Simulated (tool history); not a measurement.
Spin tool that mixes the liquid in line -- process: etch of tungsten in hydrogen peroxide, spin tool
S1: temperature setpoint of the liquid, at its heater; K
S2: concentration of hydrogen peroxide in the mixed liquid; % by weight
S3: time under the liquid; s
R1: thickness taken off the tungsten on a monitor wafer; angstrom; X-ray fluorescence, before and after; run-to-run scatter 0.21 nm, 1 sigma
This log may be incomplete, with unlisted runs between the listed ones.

run    day      S1    S2  S3      R1
  1  0.000  317.15  15.5  60  415.44
  2  0.325  310.15  15.5  60  266.67
  3  0.417  310.15  13.0  60  243.58
  4  0.642  311.15  13.0  60  259.02
  5  0.692  311.65  13.0  60  271.53
     0.925  -- thermometer replaced
  6  0.925  312.15  13.0  60  243.09

Run 7 has not been measured yet. What should we expect?
  7  0.971  313.65  13.0  60   ?

{"run 7": {"R1": 264.55}}
